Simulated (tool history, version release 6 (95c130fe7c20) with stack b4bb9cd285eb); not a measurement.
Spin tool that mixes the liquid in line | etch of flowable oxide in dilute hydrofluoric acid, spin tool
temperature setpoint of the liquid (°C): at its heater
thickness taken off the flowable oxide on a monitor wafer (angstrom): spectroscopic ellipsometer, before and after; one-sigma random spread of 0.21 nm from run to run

run  hour  temperature setpoint of the liquid (°C)  parts of water to one part of 49 % hydrofluoric acid (parts by volume)  time under the liquid (s)  thickness taken off the flowable oxide on a monitor wafer (angstrom)
  1   0.0                                     21.0                                                                      90                         55                                                                215.17
  2   2.7                                     22.5                                                                      85                         55                                                                246.23
  3   6.3                                     23.5                                                                      80                         55                                                                274.32
  4  11.1                                     24.5                                                                      75                         55                                                                301.89
  5  14.1                                     25.5                                                                      70                         55                                                                340.79
  6  21.3                                     26.0                                                                      70                         55                                                                348.45
  7  26.9                                     26.5                                                                      70                         55                                                                355.14
  8  33.8                                     27.0                                                                      70                         55                                                                360.47
  9  39.0                                     29.0                                                                      60                         55                                                                461.47

The next listed run, before its measurement:
 10  39.6                                     28.5                                                                      60                         55                                                                     ?

{"run 10": {"thickness taken off the flowable oxide on a monitor wafer (angstrom)": 457.19}}
